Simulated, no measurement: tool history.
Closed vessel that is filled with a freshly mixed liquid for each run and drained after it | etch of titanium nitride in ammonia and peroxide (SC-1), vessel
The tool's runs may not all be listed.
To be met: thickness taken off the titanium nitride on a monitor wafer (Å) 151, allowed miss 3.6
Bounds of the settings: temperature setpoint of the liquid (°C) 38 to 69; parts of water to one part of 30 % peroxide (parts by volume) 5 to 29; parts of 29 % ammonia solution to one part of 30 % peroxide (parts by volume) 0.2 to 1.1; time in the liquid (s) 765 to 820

| run | hour | temperature setpoint of the liquid (°C) | parts of water to one part of 30 % peroxide (parts by volume) | parts of 29 % ammonia solution to one part of 30 % peroxide (parts by volume) | time in the liquid (s) | thickness taken off the titanium nitride on a monitor wafer (Å) |
|---|---|---|---|---|---|---|
| 1 | 0 | 53 | 16 | 0.6 | 765 | 563.6 |
| 2 | 6.2 | 53 | 16 | 0.6 | 820 | 600.66 |
| 3 | 9.2 | 58 | 16 | 0.6 | 820 | 844.16 |
| 4 | 10.8 | 53 | 16 | 0.6 | 820 | 598.13 |
|  | 18.4 | thermometer replaced |
| 5 | 18.4 | 51.5 | 17 | 0.6 | 820 | 448.27 |
| 6 | 23.4 | 48 | 17 | 0.6 | 820 | 353.64 |
| 7 | 24.5 | 40 | 23 | 0.6 | 820 | 168.53 |
| 8 | 30 | 38 | 23 | 0.6 | 820 | 142.92 |

Which of these 5 next moves meets every target?
| A | 35.5 | 38 | 22 | 0.45 | 765 | ? |
| B | 35.5 | 38.5 | 26 | 0.75 | 800 | ? |
| C | 35.5 | 39.5 | 25.5 | 0.75 | 790 | ? |
| D | 35.5 | 38 | 25.5 | 0.65 | 810 | ? |
| E | 35.5 | 38.5 | 25.5 | 0.65 | 765 | ? |

| move | thickness taken off the titanium nitride on a monitor wafer (Å) |
|---|---|
| A | 132.13 |
| B | 143.63 |
| C | 154.5 |
| D | 137.91 |
| E | 135.23 |
A: further off than the last run
B: nearer than the last run, and not there yet
C: meets every target
D: further off than the last run
E: further off than the last run
Answer: C

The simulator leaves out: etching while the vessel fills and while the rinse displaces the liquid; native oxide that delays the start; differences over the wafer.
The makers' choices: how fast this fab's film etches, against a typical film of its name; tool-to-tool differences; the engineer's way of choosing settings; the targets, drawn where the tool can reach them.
